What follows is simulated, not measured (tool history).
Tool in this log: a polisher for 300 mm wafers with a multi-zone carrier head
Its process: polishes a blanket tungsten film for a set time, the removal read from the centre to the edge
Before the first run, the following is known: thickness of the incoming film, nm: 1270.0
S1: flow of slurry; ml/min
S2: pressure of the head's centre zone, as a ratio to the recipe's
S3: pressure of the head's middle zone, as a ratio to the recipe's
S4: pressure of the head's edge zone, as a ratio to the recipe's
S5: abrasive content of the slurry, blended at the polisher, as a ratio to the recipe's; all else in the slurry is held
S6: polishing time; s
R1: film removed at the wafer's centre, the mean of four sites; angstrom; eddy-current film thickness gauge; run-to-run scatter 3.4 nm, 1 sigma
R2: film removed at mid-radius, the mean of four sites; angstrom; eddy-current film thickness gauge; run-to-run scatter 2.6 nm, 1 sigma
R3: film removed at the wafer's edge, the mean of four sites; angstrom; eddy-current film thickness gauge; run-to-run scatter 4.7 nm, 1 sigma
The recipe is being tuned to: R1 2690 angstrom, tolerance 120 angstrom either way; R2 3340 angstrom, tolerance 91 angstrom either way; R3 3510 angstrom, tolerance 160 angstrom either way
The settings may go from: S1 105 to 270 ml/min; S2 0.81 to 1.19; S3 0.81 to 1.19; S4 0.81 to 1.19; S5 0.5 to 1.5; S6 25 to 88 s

run    day   S1    S2    S3    S4    S5  S6      R1      R2      R3
  1      0  175     1     1     1     1  56  3579.6  3547.2  3680.1
  2  0.204  175  1.07     1     1     1  56  3720.9    3557  3719.8
  3  0.542  175  1.07     1     1   1.1  56  3781.1  3633.2  3750.8
  4  0.729  215  1.07     1     1   1.1  56  4010.7  3774.1  3893.6
  5  0.775  195  1.01  1.02  1.03  1.05  56  3664.4    3732  3832.3
  6  0.846  180  0.96  1.03  1.05     1  56  3471.2  3710.7  3855.7
  7  1.179  170  0.92  1.04  1.06  0.95  55  3173.7  3545.2  3626.9
  8  1.525  170  0.92  1.04  1.06  0.95  55  3204.5  3538.1  3763.7
  9  1.546  160  0.89  1.05  1.05   0.9  55  3010.8  3484.2  3633.4
 10  1.858  150  0.87  1.05  1.05   0.9  55  2920.2  3445.5    3591
 11  2.129  145  0.86  1.05  1.05   0.9  55  2831.8  3408.8  3465.2
 12  2.425  145  0.85  1.05  1.06   0.9  55  2865.7  3441.8    3620

Which of these 5 next moves meets every target?
  A  2.721  145  0.81  1.06  1.07  0.95  48   ?   ?   ?
  B  2.721  110  0.83  1.11  1.05   0.6  55   ?   ?   ?
  C  2.721  145  0.83  1.14     1  0.95  49   ?   ?   ?
  D  2.721  115  0.82  1.03  1.02  0.85  58   ?   ?   ?
  E  2.721  165  0.86  1.09  0.94  1.35  46   ?   ?   ?

move      R1      R2      R3
   A  2433.3  3062.9  3132.5
   B  2405.9  3114.5  3100.6
   C  2538.8  3327.8    3090
   D  2715.4  3328.4  3470.3
   E  2722.2  3318.3  3087.9
A: the result that was furthest off in the last run now lies on the other side of its target
B: the result that was furthest off in the last run now lies on the other side of its target
C: the result that was furthest off in the last run now lies on the other side of its target
D: every result lands within tolerance
E: brings the result that was furthest off to its target, and leaves another outside
Answer: D
